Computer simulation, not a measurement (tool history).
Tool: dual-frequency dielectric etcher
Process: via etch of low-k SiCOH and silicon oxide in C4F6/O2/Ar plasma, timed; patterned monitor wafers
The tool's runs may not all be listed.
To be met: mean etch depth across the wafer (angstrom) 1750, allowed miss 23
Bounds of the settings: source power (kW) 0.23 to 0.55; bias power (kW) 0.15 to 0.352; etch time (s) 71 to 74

run,hour,source power (kW),bias power (kW),etch time (s),mean etch depth across the wafer (angstrom)
1,0,0.39,0.251,71,1937.1
2,2.1,0.39,0.268,71,1964.1
3,7,0.39,0.268,74,2054.5
4,12.2,0.43,0.268,74,2137.1
5,13.7,0.38,0.257,74,2015
6,19,0.43,0.257,74,2122.2
# hour 27: source power generator calibrated
7,27,0.38,0.253,74,2051.4
8,30.1,0.35,0.239,73.5,1941.8
9,33.4,0.32,0.235,73.5,1873.9
10,34.4,0.24,0.231,73.5,1664.8
11,41,0.24,0.231,73.5,1664.6
12,42.3,0.25,0.232,73.5,1699
13,46.9,0.25,0.232,73.5,1696.3
14,51.3,0.26,0.233,73.5,1721.9

Which of these 5 next moves meets every target?
A,55.7,0.25,0.241,72.5,?
B,55.7,0.24,0.239,74,?
C,55.7,0.26,0.241,71.5,?
D,55.7,0.3,0.176,72.5,?
E,55.7,0.26,0.279,71.5,?

move,mean etch depth across the wafer (angstrom)
A,1687.4
B,1692.3
C,1689.2
D,1686.3
E,1751.9
A: further off than the last run
B: further off than the last run
C: further off than the last run
D: further off than the last run
E: meets every target
Answer: E
